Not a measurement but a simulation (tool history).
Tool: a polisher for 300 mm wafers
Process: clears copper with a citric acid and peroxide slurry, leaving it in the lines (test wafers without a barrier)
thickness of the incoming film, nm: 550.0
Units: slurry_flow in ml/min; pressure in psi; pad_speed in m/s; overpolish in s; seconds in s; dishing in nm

Run 1, hour 0.0: slurry_flow 185 ml/min, pressure 4.0 psi, pad_speed 1.18 m/s, slurry_solids 1.00, overpolish 10 s. Result: seconds 148.860 s, dishing 32.573 nm.
Run 2, hour 8.1: slurry_flow 185 ml/min, pressure 4.1 psi, pad_speed 1.18 m/s, slurry_solids 1.00, overpolish 10 s. Result: seconds 145.970 s, dishing 32.684 nm.
Run 3, hour 10.8: slurry_flow 185 ml/min, pressure 4.2 psi, pad_speed 1.18 m/s, slurry_solids 1.00, overpolish 10 s. Result: seconds 141.600 s, dishing 34.278 nm.
Run 4, hour 12.9: slurry_flow 185 ml/min, pressure 4.3 psi, pad_speed 1.18 m/s, slurry_solids 1.00, overpolish 9 s. Result: seconds 143.930 s, dishing 31.746 nm.
Run 5, hour 19.3: slurry_flow 185 ml/min, pressure 4.3 psi, pad_speed 1.18 m/s, slurry_solids 1.00, overpolish 11 s. Result: seconds 136.000 s, dishing 37.737 nm.
Run 6, hour 25.9: slurry_flow 185 ml/min, pressure 4.4 psi, pad_speed 1.18 m/s, slurry_solids 1.00, overpolish 10 s. Result: seconds 141.370 s, dishing 35.587 nm.

Run 7 comes next. What will it give?
Run 7, hour 29.1: slurry_flow 200 ml/min, pressure 5.5 psi, pad_speed 1.48 m/s, slurry_solids 1.05, overpolish 5 s. Result: seconds ?, dishing ?.

Run 7 gave seconds 94.563 s, dishing 27.630 nm.

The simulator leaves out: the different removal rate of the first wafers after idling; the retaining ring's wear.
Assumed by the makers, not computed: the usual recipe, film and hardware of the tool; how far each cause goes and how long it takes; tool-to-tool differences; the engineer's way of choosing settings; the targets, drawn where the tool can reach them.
